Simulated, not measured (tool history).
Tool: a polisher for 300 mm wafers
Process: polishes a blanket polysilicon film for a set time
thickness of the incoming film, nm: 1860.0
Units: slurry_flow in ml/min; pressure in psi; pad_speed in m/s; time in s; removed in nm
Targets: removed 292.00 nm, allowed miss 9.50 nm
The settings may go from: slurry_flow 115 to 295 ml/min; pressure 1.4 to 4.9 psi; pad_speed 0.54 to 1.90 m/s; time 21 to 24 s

{"run": 1, "day": 0.0, "slurry_flow": 190, "pressure": 3.1, "pad_speed": 1.22, "time": 24, "removed": 235.0}
{"run": 2, "day": 0.183, "slurry_flow": 190, "pressure": 3.2, "pad_speed": 1.22, "time": 24, "removed": 237.51}
{"run": 3, "day": 0.212, "slurry_flow": 190, "pressure": 3.2, "pad_speed": 1.22, "time": 21, "removed": 211.34}
{"run": 4, "day": 0.533, "slurry_flow": 190, "pressure": 3.2, "pad_speed": 1.1, "time": 21, "removed": 190.82}
{"run": 5, "day": 0.579, "slurry_flow": 190, "pressure": 2.7, "pad_speed": 1.1, "time": 21, "removed": 159.92}
{"run": 6, "day": 0.85, "slurry_flow": 210, "pressure": 2.7, "pad_speed": 1.1, "time": 21, "removed": 162.92}
{"run": 7, "day": 1.154, "slurry_flow": 210, "pressure": 3.0, "pad_speed": 1.1, "time": 21, "removed": 178.74}
{"run": 8, "day": 1.454, "slurry_flow": 210, "pressure": 3.2, "pad_speed": 1.1, "time": 21, "removed": 193.25}
{"run": 9, "day": 1.721, "slurry_flow": 210, "pressure": 3.4, "pad_speed": 1.1, "time": 21, "removed": 203.31}
{"run": 10, "day": 1.95, "slurry_flow": 210, "pressure": 3.6, "pad_speed": 1.1, "time": 21, "removed": 212.55}
{"run": 11, "day": 2.283, "slurry_flow": 210, "pressure": 3.8, "pad_speed": 1.1, "time": 21, "removed": 226.18}
{"run": 12, "day": 2.658, "slurry_flow": 210, "pressure": 3.9, "pad_speed": 1.1, "time": 21, "removed": 230.99}
{"run": 13, "day": 2.942, "slurry_flow": 210, "pressure": 4.0, "pad_speed": 1.1, "time": 21, "removed": 238.32}
{"run": 14, "day": 3.204, "slurry_flow": 210, "pressure": 4.1, "pad_speed": 1.1, "time": 21, "removed": 243.71}
{"run": 15, "day": 3.429, "slurry_flow": 210, "pressure": 4.2, "pad_speed": 1.1, "time": 21, "removed": 245.33}

Which of these 5 next moves meets every target?
{"run": "A", "day": 3.654, "slurry_flow": 245, "pressure": 3.8, "pad_speed": 1.34, "time": 24, "removed": "?"}
{"run": "B", "day": 3.654, "slurry_flow": 190, "pressure": 4.8, "pad_speed": 1.3, "time": 21, "removed": "?"}
{"run": "C", "day": 3.654, "slurry_flow": 180, "pressure": 4.9, "pad_speed": 1.16, "time": 23, "removed": "?"}
{"run": "D", "day": 3.654, "slurry_flow": 195, "pressure": 4.2, "pad_speed": 1.16, "time": 24, "removed": "?"}
{"run": "E", "day": 3.654, "slurry_flow": 265, "pressure": 4.9, "pad_speed": 1.04, "time": 24, "removed": "?"}

move=A removed=317.48
move=B removed=325.97
move=C removed=323.31
move=D removed=294.72
move=E removed=319.24
A: takes the result that was furthest off past its target
B: takes the result that was furthest off past its target
C: takes the result that was furthest off past its target
D: meets every target
E: takes the result that was furthest off past its target
Move D is the one to make.
